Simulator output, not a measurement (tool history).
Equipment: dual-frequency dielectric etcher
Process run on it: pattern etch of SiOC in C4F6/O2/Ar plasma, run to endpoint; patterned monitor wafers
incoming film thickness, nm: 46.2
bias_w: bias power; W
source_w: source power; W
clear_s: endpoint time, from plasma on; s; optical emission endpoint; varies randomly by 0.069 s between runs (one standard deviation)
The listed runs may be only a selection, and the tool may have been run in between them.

| run | hour | bias_w | source_w | clear_s |
|---|---|---|---|---|
| 1 | 0 | 406 | 380 | 17.903 |
| 2 | 6.2 | 436 | 390 | 17.118 |
| 3 | 14.8 | 436 | 340 | 18.109 |
| 4 | 23.2 | 463 | 350 | 17.658 |
| 5 | 28.5 | 499 | 350 | 16.96 |
| 6 | 37.5 | 514 | 360 | 16.604 |

For run 7, what comes out?
| 7 | 40.5 | 514 | 360 | ? |

clear_s: 16.582 s
